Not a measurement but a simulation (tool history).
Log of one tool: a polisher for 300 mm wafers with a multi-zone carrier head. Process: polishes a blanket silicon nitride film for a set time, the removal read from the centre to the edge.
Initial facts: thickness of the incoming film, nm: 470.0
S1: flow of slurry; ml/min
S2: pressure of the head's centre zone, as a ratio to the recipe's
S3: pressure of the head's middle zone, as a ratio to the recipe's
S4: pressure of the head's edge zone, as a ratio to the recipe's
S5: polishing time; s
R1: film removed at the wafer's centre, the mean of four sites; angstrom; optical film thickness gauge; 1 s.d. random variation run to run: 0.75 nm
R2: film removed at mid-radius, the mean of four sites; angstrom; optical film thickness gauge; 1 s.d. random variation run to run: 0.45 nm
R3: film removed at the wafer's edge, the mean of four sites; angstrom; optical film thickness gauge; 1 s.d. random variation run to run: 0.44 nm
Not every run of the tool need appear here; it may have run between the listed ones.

run 1 hour=0.0 | S1=230 S2=1.00 S3=1.00 S4=1.00 S5=37 | R1=784.78 R2=811.65 R3=797.80
run 2 hour=5.4 | S1=225 S2=1.00 S3=1.00 S4=0.97 S5=36 | R1=762.81 R2=789.73 R3=760.43
run 3 hour=6.7 | S1=220 S2=1.00 S3=0.99 S4=0.94 S5=36 | R1=760.82 R2=783.32 R3=743.12
run 4 hour=12.9 | S1=215 S2=1.00 S3=0.98 S4=0.92 S5=36 | R1=757.25 R2=764.99 R3=736.62
run 5 hour=18.6 | S1=215 S2=1.00 S3=0.98 S4=0.92 S5=43 | R1=911.23 R2=921.51 R3=875.59
run 6 hour=19.6 | S1=215 S2=1.00 S3=0.98 S4=0.99 S5=43 | R1=908.68 R2=904.09 R3=900.95

For run 7, what comes out?
run 7 hour=24.8 | S1=210 S2=1.00 S3=0.98 S4=0.96 S5=41 | R1=? R2=? R3=?

R1: 875.71 angstrom
R2: 869.83 angstrom
R3: 850.94 angstrom
